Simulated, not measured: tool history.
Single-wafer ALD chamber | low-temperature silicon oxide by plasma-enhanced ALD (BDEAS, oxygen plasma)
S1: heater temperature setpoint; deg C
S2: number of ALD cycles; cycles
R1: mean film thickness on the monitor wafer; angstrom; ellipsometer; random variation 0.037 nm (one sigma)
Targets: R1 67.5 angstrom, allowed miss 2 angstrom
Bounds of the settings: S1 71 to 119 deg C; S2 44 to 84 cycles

run	hour	S1	S2	R1
1	0	95	64	85.565
2	3.4	95	72	95.919
3	9.6	98	67	88.272
4	15.2	98	72	94.271
5	23.4	108	72	92.577
6	24.6	109	67	86.149
7	28.8	110	63	80.606
8	36.2	111	60	76.709
9	44.2	112	58	74.775
10	48.8	113	56	71.58
11	57.2	113	55	70.701

4 next moves are on the table. One of them brings every result within its allowed miss. Which?
A	65.6	116	59	?
B	65.6	113	53	?
C	65.6	106	58	?
D	65.6	114	62	?

move	R1
A	74.967
B	67.674
C	74.902
D	79.037
A: further off than the last run
B: meets every target
C: further off than the last run
D: further off than the last run
Answer: B
